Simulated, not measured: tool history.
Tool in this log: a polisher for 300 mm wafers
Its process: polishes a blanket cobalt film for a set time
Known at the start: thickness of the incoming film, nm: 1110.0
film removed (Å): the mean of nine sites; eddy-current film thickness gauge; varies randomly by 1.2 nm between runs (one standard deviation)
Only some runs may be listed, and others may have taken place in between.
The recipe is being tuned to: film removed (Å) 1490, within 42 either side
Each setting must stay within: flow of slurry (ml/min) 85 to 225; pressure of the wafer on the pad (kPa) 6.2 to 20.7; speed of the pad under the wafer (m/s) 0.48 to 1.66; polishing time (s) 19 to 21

run	hour	flow of slurry (ml/min)	pressure of the wafer on the pad (kPa)	speed of the pad under the wafer (m/s)	polishing time (s)	film removed (Å)
1	0	145	13.1	1.06	21	894.47
2	8	145	13.1	1.06	19	811.07
3	13.8	130	13.1	1.06	19	793.34
4	18.2	155	15.2	1.06	19	955.45
5	26.8	155	11.7	1.06	19	734.56
6	27.5	155	8.3	1.06	19	542.17
7	28.8	160	12.4	1.06	19	800.47
8	36.8	175	14.5	1.06	19	938.73
9	42.4	175	14.5	1.06	19	916.94

Which one of the following 4 next-run settings gets every result inside its allowed miss? There is exactly one.
A	48	210	12.4	0.82	21	?
B	48	190	13.8	0.6	19	?
C	48	200	18.6	1.28	20	?
D	48	175	11	0.68	19	?

move	film removed (Å)
A	736.82
B	573.55
C	1494.5
D	501.17
A: lands further from the targets than the last run did
B: lands further from the targets than the last run did
C: every result lands within tolerance
D: lands further from the targets than the last run did
The move that meets every target is C.
